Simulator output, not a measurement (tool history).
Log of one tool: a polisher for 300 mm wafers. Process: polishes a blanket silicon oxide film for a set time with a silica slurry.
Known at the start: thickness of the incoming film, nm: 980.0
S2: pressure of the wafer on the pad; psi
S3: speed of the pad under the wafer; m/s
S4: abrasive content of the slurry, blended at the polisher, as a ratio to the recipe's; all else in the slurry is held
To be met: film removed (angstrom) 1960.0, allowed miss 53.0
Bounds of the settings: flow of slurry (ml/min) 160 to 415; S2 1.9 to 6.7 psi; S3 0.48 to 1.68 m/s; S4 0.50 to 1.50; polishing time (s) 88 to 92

Run 1, day 0.000: flow of slurry (ml/min) 265, S2 4.3 psi, S3 1.08 m/s, S4 1.00, polishing time (s) 88. Result: film removed (angstrom) 2792.0.
Run 2, day 0.254: flow of slurry (ml/min) 260, S2 3.9 psi, S3 1.08 m/s, S4 1.00, polishing time (s) 88. Result: film removed (angstrom) 2537.4.
Run 3, day 0.617: flow of slurry (ml/min) 255, S2 3.6 psi, S3 1.08 m/s, S4 1.00, polishing time (s) 88. Result: film removed (angstrom) 2323.5.
Run 4, day 0.683: flow of slurry (ml/min) 250, S2 3.4 psi, S3 1.08 m/s, S4 1.00, polishing time (s) 88. Result: film removed (angstrom) 2178.5.
Run 5, day 0.917: flow of slurry (ml/min) 250, S2 3.4 psi, S3 0.84 m/s, S4 1.00, polishing time (s) 88. Result: film removed (angstrom) 1811.6.
Run 6, day 0.938: flow of slurry (ml/min) 260, S2 3.5 psi, S3 0.84 m/s, S4 1.00, polishing time (s) 88. Result: film removed (angstrom) 1875.7.
Run 7, day 1.271: flow of slurry (ml/min) 265, S2 3.5 psi, S3 0.84 m/s, S4 1.00, polishing time (s) 88. Result: film removed (angstrom) 1873.4.
Run 8, day 1.358: flow of slurry (ml/min) 270, S2 3.5 psi, S3 0.84 m/s, S4 1.00, polishing time (s) 88. Result: film removed (angstrom) 1868.7.

Which of these 5 next moves meets every target?
Run A, day 1.446: flow of slurry (ml/min) 240, S2 3.0 psi, S3 1.02 m/s, S4 0.90, polishing time (s) 88. Result: film removed (angstrom) ?.
Run B, day 1.446: flow of slurry (ml/min) 185, S2 3.7 psi, S3 0.84 m/s, S4 0.95, polishing time (s) 88. Result: film removed (angstrom) ?.
Run C, day 1.446: flow of slurry (ml/min) 270, S2 4.3 psi, S3 0.70 m/s, S4 1.00, polishing time (s) 88. Result: film removed (angstrom) ?.
Run D, day 1.446: flow of slurry (ml/min) 265, S2 3.2 psi, S3 0.84 m/s, S4 1.00, polishing time (s) 88. Result: film removed (angstrom) ?.
Run E, day 1.446: flow of slurry (ml/min) 370, S2 3.7 psi, S3 0.66 m/s, S4 1.10, polishing time (s) 88. Result: film removed (angstrom) ?.

move  film removed (angstrom)
   A                   1723.1
   B                   1793.0
   C                   1942.3
   D                   1686.1
   E                   1733.5
A: further off than the last run
B: further off than the last run
C: meets every target
D: further off than the last run
E: further off than the last run
Move C is the one to make.
